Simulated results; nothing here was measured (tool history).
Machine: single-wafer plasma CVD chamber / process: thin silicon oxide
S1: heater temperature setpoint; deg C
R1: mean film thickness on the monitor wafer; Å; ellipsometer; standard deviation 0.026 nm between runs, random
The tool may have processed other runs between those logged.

{"run": 1, "hour": 0.0, "S1": 400, "chamber pressure (mTorr)": 854, "RF power (kW)": 0.21, "deposition time (s)": 2.97, "R1": 47.669}
{"run": 2, "hour": 5.7, "S1": 400, "chamber pressure (mTorr)": 880, "RF power (kW)": 0.21, "deposition time (s)": 2.97, "R1": 49.305}
{"run": 3, "hour": 12.3, "S1": 400, "chamber pressure (mTorr)": 825, "RF power (kW)": 0.21, "deposition time (s)": 2.97, "R1": 45.981}
{"run": 4, "hour": 20.8, "S1": 400, "chamber pressure (mTorr)": 853, "RF power (kW)": 0.21, "deposition time (s)": 2.97, "R1": 47.535}
{"run": 5, "hour": 28.3, "S1": 400, "chamber pressure (mTorr)": 878, "RF power (kW)": 0.21, "deposition time (s)": 2.97, "R1": 48.979}
{"run": 6, "hour": 34.7, "S1": 400, "chamber pressure (mTorr)": 899, "RF power (kW)": 0.21, "deposition time (s)": 2.97, "R1": 50.044}

Expected results for the next run?
{"run": 7, "hour": 41.7, "S1": 400, "chamber pressure (mTorr)": 917, "RF power (kW)": 0.21, "deposition time (s)": 2.97, "R1": "?"}

Logged for run 7: R1 50.835 Å.
